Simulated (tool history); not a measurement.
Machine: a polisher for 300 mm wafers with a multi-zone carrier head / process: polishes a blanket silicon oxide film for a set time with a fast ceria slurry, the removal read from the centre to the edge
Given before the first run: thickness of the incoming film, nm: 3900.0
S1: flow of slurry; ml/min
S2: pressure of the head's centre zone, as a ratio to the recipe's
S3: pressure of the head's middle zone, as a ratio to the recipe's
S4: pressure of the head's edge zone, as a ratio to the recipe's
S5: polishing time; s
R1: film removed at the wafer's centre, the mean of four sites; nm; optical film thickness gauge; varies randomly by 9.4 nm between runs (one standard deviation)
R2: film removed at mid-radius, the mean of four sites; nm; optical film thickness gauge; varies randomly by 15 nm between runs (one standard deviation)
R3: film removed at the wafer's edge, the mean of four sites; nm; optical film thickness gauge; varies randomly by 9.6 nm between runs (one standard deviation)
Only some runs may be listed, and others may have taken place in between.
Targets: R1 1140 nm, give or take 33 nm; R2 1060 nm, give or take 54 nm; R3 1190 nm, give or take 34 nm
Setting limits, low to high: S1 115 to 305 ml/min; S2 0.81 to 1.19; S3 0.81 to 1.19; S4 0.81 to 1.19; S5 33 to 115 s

run  hour   S1    S2    S3    S4  S5      R1      R2      R3
  1     0  195     1     1     1  73  1605.5  1545.4  1565.6
  2   5.2  190  0.98  0.97  0.98  70  1490.2  1447.3  1498.5
  3  11.9  190  0.98  1.04  0.98  70  1516.5  1511.7  1482.3
  4  19.9  185  0.98  1.01  0.97  67  1417.4  1409.2  1405.5
  5  27.1  185  1.04  1.01  0.97  67  1502.1  1398.8  1396.9
  6    34  185  1.12  1.01  0.97  67  1611.7  1436.3  1405.1
  7  35.3  180  1.09  0.98  0.96  65  1533.5  1366.6  1362.3
  8  43.7  175  1.06  0.96  0.96  63  1420.1  1278.6  1314.7
  9  48.3  170  1.04  0.94  0.95  62    1375  1207.9    1279
 10  55.7  165  1.02  0.94  0.94  62  1329.6  1195.8  1277.1
 11  63.3  135  0.93  0.87  0.86  59  1093.6  1027.7  1119.3
 12  69.2  140  0.93  0.87  0.87  59  1103.1    1059  1131.3
 13  72.3  145  0.93  0.86  0.88  59  1130.7  1030.7  1157.3

Which single option among these 4 for the next run brings every result within its allowed miss of target? Just one does.
  A  75.4  175  0.94  0.81  0.96  56   ?   ?   ?
  B  75.4  135  1.01  0.92  0.88  56   ?   ?   ?
  C  75.4  180  0.88  0.81  0.84  60   ?   ?   ?
  D  75.4  125  0.99  0.97  0.88  58   ?   ?   ?

move      R1      R2      R3
   A  1131.9  970.38  1174.8
   B    1139    1018  1082.4
   C  1145.4  1045.5  1188.3
   D  1131.2  1079.7  1104.4
A: brings the result that was furthest off to its target, and leaves another outside
B: misses by more than the last run did
C: all results land within tolerance of their targets
D: misses by more than the last run did
C meets every target.
